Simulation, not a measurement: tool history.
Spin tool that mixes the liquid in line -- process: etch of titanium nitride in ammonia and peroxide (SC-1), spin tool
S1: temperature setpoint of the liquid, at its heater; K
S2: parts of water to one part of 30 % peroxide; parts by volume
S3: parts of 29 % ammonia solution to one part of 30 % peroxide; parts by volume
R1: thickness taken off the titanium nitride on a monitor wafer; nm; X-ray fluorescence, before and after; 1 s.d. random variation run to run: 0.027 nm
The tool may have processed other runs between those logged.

{"run": 1, "hour": 0.0, "S1": 320.15, "S2": 21.5, "S3": 0.8, "time under the liquid (s)": 270, "R1": 8.1756}
{"run": 2, "hour": 9.1, "S1": 313.15, "S2": 21.5, "S3": 0.8, "time under the liquid (s)": 270, "R1": 4.9504}
{"run": 3, "hour": 10.8, "S1": 319.15, "S2": 21.5, "S3": 0.8, "time under the liquid (s)": 270, "R1": 7.6502}
{"run": 4, "hour": 18.1, "S1": 312.65, "S2": 21.5, "S3": 0.8, "time under the liquid (s)": 270, "R1": 4.7681}
{"run": 5, "hour": 19.1, "S1": 312.65, "S2": 21.5, "S3": 0.8, "time under the liquid (s)": 270, "R1": 4.7849}
{"run": 6, "hour": 27.1, "S1": 313.15, "S2": 21.5, "S3": 0.8, "time under the liquid (s)": 270, "R1": 4.9201}
{"run": 7, "hour": 31.4, "S1": 313.65, "S2": 21.5, "S3": 0.8, "time under the liquid (s)": 270, "R1": 5.091}
{"run": 8, "hour": 33.6, "S1": 314.15, "S2": 21.5, "S3": 0.8, "time under the liquid (s)": 270, "R1": 5.3065}

Predict the results of run 9:
{"run": 9, "hour": 40.6, "S1": 314.65, "S2": 21.5, "S3": 0.8, "time under the liquid (s)": 270, "R1": "?"}

R1: 5.5246 nm
